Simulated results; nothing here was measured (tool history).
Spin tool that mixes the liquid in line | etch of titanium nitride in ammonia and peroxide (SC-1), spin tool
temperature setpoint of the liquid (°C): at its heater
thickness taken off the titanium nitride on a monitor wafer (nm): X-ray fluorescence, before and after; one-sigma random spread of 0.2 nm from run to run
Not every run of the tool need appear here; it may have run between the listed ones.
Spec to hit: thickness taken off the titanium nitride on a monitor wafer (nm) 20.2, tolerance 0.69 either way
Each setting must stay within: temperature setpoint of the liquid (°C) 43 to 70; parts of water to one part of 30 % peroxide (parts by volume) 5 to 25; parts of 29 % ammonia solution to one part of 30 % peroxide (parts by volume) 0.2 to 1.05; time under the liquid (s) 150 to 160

run  hour  temperature setpoint of the liquid (°C)  parts of water to one part of 30 % peroxide (parts by volume)  parts of 29 % ammonia solution to one part of 30 % peroxide (parts by volume)  time under the liquid (s)  thickness taken off the titanium nitride on a monitor wafer (nm)
  1     0                                       59                                                             14                                                                           0.55                        150                                                            12.762
  2   2.7                                     62.5                                                             14                                                                           0.55                        150                                                            16.254
  3   6.8                                       63                                                             14                                                                           0.55                        150                                                            16.334
  4  11.2                                       64                                                             14                                                                           0.55                        150                                                            18.207
  5  16.6                                     64.5                                                             14                                                                           0.55                        150                                                            18.613
  6  17.3                                     58.5                                                             14                                                                           0.55                        150                                                            12.514
  7  21.5                                       60                                                             14                                                                           0.55                        150                                                             13.55
  8  27.9                                     61.5                                                             14                                                                           0.55                        150                                                            15.083
  9  31.4                                     66.5                                                             14                                                                           0.55                        150                                                            21.141

4 candidate next runs follow, results not yet known. Just one meets every target within its allowed miss. Identify it.
  A  34.9                                     68.5                                                             15                                                                            0.4                        150                                                                 ?
  B  34.9                                     62.5                                                             11                                                                           1.05                        150                                                                 ?
  C  34.9                                     66.5                                                             14                                                                            0.5                        160                                                                 ?
  D  34.9                                     64.5                                                             11                                                                            0.6                        155                                                                 ?

move  thickness taken off the titanium nitride on a monitor wafer (nm)
   A                                                            21.396
   B                                                            20.341
   C                                                            21.776
   D                                                            21.822
A: further off than the last run
B: every result within its allowed miss
C: further off than the last run
D: further off than the last run
B is the move that brings every result within its allowed miss.
